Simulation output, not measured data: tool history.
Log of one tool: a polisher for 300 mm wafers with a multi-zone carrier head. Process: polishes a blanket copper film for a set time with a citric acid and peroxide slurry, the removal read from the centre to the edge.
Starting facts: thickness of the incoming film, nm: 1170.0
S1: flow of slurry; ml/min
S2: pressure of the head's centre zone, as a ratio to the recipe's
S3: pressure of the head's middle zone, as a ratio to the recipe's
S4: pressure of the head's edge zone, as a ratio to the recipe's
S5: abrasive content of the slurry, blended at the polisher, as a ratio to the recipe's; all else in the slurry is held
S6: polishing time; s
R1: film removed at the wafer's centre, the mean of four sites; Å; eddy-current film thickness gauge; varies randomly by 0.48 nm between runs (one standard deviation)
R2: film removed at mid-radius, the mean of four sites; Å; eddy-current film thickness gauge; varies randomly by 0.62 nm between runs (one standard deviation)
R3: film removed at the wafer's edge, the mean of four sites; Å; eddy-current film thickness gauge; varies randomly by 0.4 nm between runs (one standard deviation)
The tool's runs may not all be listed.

{"run": 1, "hour": 0.0, "S1": 245, "S2": 1, "S3": 1, "S4": 1, "S5": 1, "S6": 41, "R1": 717.39, "R2": 732.98, "R3": 701.08}
{"run": 2, "hour": 2.0, "S1": 245, "S2": 1, "S3": 1, "S4": 1, "S5": 1, "S6": 37, "R1": 659.75, "R2": 638.15, "R3": 631.68}
{"run": 3, "hour": 4.7, "S1": 230, "S2": 0.95, "S3": 0.98, "S4": 1, "S5": 0.9, "S6": 37, "R1": 606.67, "R2": 619.9, "R3": 624.55}
{"run": 4, "hour": 8.1, "S1": 220, "S2": 0.92, "S3": 0.96, "S4": 0.99, "S5": 0.8, "S6": 36, "R1": 559.06, "R2": 583.89, "R3": 592.81}
{"run": 5, "hour": 13.4, "S1": 220, "S2": 0.92, "S3": 0.96, "S4": 0.99, "S5": 0.6, "S6": 36, "R1": 531.47, "R2": 545.45, "R3": 559.99}
{"run": 6, "hour": 14.8, "S1": 215, "S2": 0.89, "S3": 0.94, "S4": 0.99, "S5": 0.6, "S6": 36, "R1": 517.2, "R2": 562.04, "R3": 559.63}
{"hour": 16.1, "done": "edge zone pressure recalibrated"}
{"run": 7, "hour": 16.1, "S1": 205, "S2": 0.88, "S3": 0.91, "S4": 1.02, "S5": 0.6, "S6": 35, "R1": 483.77, "R2": 513.25, "R3": 567.04}
{"run": 8, "hour": 17.0, "S1": 200, "S2": 0.87, "S3": 0.91, "S4": 1.01, "S5": 0.6, "S6": 35, "R1": 483.83, "R2": 512.76, "R3": 562.29}
{"run": 9, "hour": 17.6, "S1": 195, "S2": 0.86, "S3": 0.91, "S4": 1, "S5": 0.6, "S6": 35, "R1": 475.86, "R2": 512.97, "R3": 562.7}

Run 10 comes next. What will it give?
{"run": 10, "hour": 25.6, "S1": 190, "S2": 0.86, "S3": 0.91, "S4": 0.99, "S5": 0.6, "S6": 35, "R1": "?", "R2": "?", "R3": "?"}

{"run 10": {"R1": 478.26, "R2": 512.89, "R3": 562.16}}

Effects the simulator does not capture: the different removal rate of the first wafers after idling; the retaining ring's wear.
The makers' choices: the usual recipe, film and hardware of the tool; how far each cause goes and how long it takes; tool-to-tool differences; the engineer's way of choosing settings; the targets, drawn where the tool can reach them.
